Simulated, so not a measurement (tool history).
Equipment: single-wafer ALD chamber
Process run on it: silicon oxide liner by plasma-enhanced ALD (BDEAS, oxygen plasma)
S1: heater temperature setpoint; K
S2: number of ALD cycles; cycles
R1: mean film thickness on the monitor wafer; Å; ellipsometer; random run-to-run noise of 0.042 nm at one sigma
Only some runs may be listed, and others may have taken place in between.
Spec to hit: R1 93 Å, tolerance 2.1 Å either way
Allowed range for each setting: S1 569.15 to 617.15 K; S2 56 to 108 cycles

run 1 hour=0 | S1=593.15 S2=82 | R1=76.63
run 2 hour=6 | S1=593.15 S2=86 | R1=80.986
run 3 hour=13.9 | S1=599.15 S2=86 | R1=80.551
run 4 hour=19.2 | S1=599.15 S2=79 | R1=73.668
run 5 hour=22.8 | S1=599.15 S2=84 | R1=78.461
run 6 hour=25.5 | S1=599.15 S2=88 | R1=81.95
run 7 hour=26.1 | S1=599.15 S2=91 | R1=84.26
run 8 hour=29.1 | S1=599.15 S2=94 | R1=87.123
run 9 hour=36.5 | S1=599.15 S2=96 | R1=88.766

Consider the 5 candidate settings below. Which is the only one whose results all fall within their allowed miss of target?
run A hour=43.9 | S1=605.15 S2=88 | R1=?
run B hour=43.9 | S1=604.15 S2=91 | R1=?
run C hour=43.9 | S1=606.15 S2=88 | R1=?
run D hour=43.9 | S1=601.15 S2=100 | R1=?
run E hour=43.9 | S1=604.15 S2=92 | R1=?

move=A R1=81.502
move=B R1=84.389
move=C R1=81.396
move=D R1=93.095
move=E R1=85.317
A: moves away from the targets compared with the last run
B: moves away from the targets compared with the last run
C: moves away from the targets compared with the last run
D: all results in spec
E: moves away from the targets compared with the last run
Move D is the one to make.
